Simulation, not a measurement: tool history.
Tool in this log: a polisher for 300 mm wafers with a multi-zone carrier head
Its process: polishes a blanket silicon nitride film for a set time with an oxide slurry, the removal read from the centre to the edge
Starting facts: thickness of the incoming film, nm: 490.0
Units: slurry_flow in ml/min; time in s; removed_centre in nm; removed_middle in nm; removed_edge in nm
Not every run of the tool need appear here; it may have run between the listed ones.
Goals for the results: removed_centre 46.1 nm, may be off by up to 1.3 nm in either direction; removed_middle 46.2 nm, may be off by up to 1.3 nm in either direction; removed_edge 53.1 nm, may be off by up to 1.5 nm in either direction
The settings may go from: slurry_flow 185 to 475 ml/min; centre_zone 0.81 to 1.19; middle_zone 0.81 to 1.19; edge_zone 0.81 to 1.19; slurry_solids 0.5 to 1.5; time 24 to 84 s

Run 1, day 0: slurry_flow 305 ml/min, centre_zone 1, middle_zone 1, edge_zone 1, slurry_solids 1, time 54 s. Result: removed_centre 32.712 nm, removed_middle 33.327 nm, removed_edge 33.159 nm.
Run 2, day 0.317: slurry_flow 305 ml/min, centre_zone 1, middle_zone 0.99, edge_zone 1.02, slurry_solids 1.05, time 55 s. Result: removed_centre 34.195 nm, removed_middle 34.252 nm, removed_edge 34.857 nm.
Run 3, day 0.517: slurry_flow 305 ml/min, centre_zone 0.99, middle_zone 0.99, edge_zone 1.04, slurry_solids 1.1, time 56 s. Result: removed_centre 34.561 nm, removed_middle 35.545 nm, removed_edge 36.708 nm.
Run 4, day 0.558: slurry_flow 305 ml/min, centre_zone 0.99, middle_zone 0.99, edge_zone 1.05, slurry_solids 1.15, time 57 s. Result: removed_centre 36.324 nm, removed_middle 36.667 nm, removed_edge 38.117 nm.
Run 5, day 0.604: slurry_flow 305 ml/min, centre_zone 0.99, middle_zone 0.99, edge_zone 1.06, slurry_solids 1.2, time 58 s. Result: removed_centre 37.837 nm, removed_middle 37.608 nm, removed_edge 39.831 nm.
Run 6, day 0.862: slurry_flow 305 ml/min, centre_zone 0.99, middle_zone 0.99, edge_zone 1.14, slurry_solids 1.2, time 58 s. Result: removed_centre 37.532 nm, removed_middle 37.543 nm, removed_edge 40.659 nm.
Run 7, day 1.062: slurry_flow 305 ml/min, centre_zone 0.99, middle_zone 0.99, edge_zone 1.14, slurry_solids 1.25, time 59 s. Result: removed_centre 38.763 nm, removed_middle 39.324 nm, removed_edge 41.922 nm.
Run 8, day 1.208: slurry_flow 305 ml/min, centre_zone 0.99, middle_zone 0.98, edge_zone 1.15, slurry_solids 1.3, time 60 s. Result: removed_centre 40.307 nm, removed_middle 40.316 nm, removed_edge 43.535 nm.
Run 9, day 1.579: slurry_flow 305 ml/min, centre_zone 0.98, middle_zone 0.97, edge_zone 1.15, slurry_solids 1.3, time 61 s. Result: removed_centre 39.984 nm, removed_middle 40.059 nm, removed_edge 44.417 nm.
Run 10, day 1.708: slurry_flow 305 ml/min, centre_zone 0.98, middle_zone 0.97, edge_zone 1.15, slurry_solids 1.3, time 61 s. Result: removed_centre 40.63 nm, removed_middle 40.582 nm, removed_edge 44.35 nm.
Run 11, day 1.846: slurry_flow 305 ml/min, centre_zone 0.97, middle_zone 0.97, edge_zone 1.15, slurry_solids 1.3, time 62 s. Result: removed_centre 41.108 nm, removed_middle 40.97 nm, removed_edge 44.88 nm.
Run 12, day 2.058: slurry_flow 305 ml/min, centre_zone 0.97, middle_zone 0.97, edge_zone 1.15, slurry_solids 1.3, time 62 s. Result: removed_centre 40.445 nm, removed_middle 40.786 nm, removed_edge 45.807 nm.
Run 13, day 2.162: slurry_flow 310 ml/min, centre_zone 0.97, middle_zone 0.97, edge_zone 1.15, slurry_solids 1.3, time 62 s. Result: removed_centre 40.923 nm, removed_middle 41.034 nm, removed_edge 45.463 nm.
Run 14, day 2.267: slurry_flow 315 ml/min, centre_zone 0.97, middle_zone 0.97, edge_zone 1.15, slurry_solids 1.3, time 62 s. Result: removed_centre 40.132 nm, removed_middle 41.443 nm, removed_edge 45.451 nm.
At day 2.404: worn pad replaced by a new one.
Run 15, day 2.404: slurry_flow 320 ml/min, centre_zone 0.97, middle_zone 0.96, edge_zone 1.15, slurry_solids 1.3, time 62 s. Result: removed_centre 43.636 nm, removed_middle 44.602 nm, removed_edge 48.994 nm.
Run 16, day 2.479: slurry_flow 320 ml/min, centre_zone 0.97, middle_zone 0.95, edge_zone 1.15, slurry_solids 1.3, time 62 s. Result: removed_centre 44.164 nm, removed_middle 44.054 nm, removed_edge 49.215 nm.

Exercise: of the 5 proposed moves below, exactly one satisfies all targets within the stated allowed misses. Which move is it?
Run A, day 2.554: slurry_flow 450 ml/min, centre_zone 1, middle_zone 1.17, edge_zone 1.09, slurry_solids 1.45, time 53 s. Result: removed_centre ?, removed_middle ?, removed_edge ?.
Run B, day 2.554: slurry_flow 280 ml/min, centre_zone 0.93, middle_zone 0.83, edge_zone 1.19, slurry_solids 1.05, time 77 s. Result: removed_centre ?, removed_middle ?, removed_edge ?.
Run C, day 2.554: slurry_flow 290 ml/min, centre_zone 1.11, middle_zone 0.87, edge_zone 1.16, slurry_solids 1.3, time 60 s. Result: removed_centre ?, removed_middle ?, removed_edge ?.
Run D, day 2.554: slurry_flow 420 ml/min, centre_zone 0.88, middle_zone 0.82, edge_zone 1.17, slurry_solids 1.5, time 66 s. Result: removed_centre ?, removed_middle ?, removed_edge ?.
Run E, day 2.554: slurry_flow 225 ml/min, centre_zone 0.92, middle_zone 0.91, edge_zone 1.1, slurry_solids 1.5, time 67 s. Result: removed_centre ?, removed_middle ?, removed_edge ?.

move  removed_centre  removed_middle  removed_edge
   A          41.885          47.654         43.52
   B           48.01          43.776        56.314
   C            47.6          38.785        47.409
   D          47.076          44.345        56.666
   E          46.077          45.861        53.099
A: its largest miss is bigger than the last run's
B: the result that was furthest off in the last run now lies on the other side of its target
C: its largest miss is bigger than the last run's
D: the result that was furthest off in the last run now lies on the other side of its target
E: all results land within tolerance of their targets
So the answer is move E, the one that meets all the targets.

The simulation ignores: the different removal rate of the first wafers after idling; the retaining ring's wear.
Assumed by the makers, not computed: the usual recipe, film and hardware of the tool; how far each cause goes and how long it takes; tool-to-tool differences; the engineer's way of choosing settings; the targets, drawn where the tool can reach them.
